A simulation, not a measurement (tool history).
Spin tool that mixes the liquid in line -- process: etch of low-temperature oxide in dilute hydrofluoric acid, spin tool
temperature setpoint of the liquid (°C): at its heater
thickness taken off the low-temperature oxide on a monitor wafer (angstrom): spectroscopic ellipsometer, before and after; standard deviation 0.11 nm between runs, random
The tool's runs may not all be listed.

| run | hour | temperature setpoint of the liquid (°C) | parts of water to one part of 49 % hydrofluoric acid (parts by volume) | time under the liquid (s) | thickness taken off the low-temperature oxide on a monitor wafer (angstrom) |
|---|---|---|---|---|---|
| 1 | 0.0 | 21.0 | 140 | 70 | 88.852 |
| 2 | 7.0 | 22.0 | 135 | 70 | 95.870 |
| 3 | 13.1 | 22.5 | 135 | 70 | 98.209 |
| 4 | 14.0 | 22.5 | 185 | 70 | 66.977 |
| 5 | 15.3 | 19.0 | 185 | 70 | 58.835 |
| 6 | 18.5 | 20.0 | 175 | 70 | 65.807 |

Run 7, settings as shown, results not yet in. Your forecast:
| 7 | 21.5 | 21.0 | 170 | 70 | ? |

{"run 7": {"thickness taken off the low-temperature oxide on a monitor wafer (angstrom)": 70.025}}
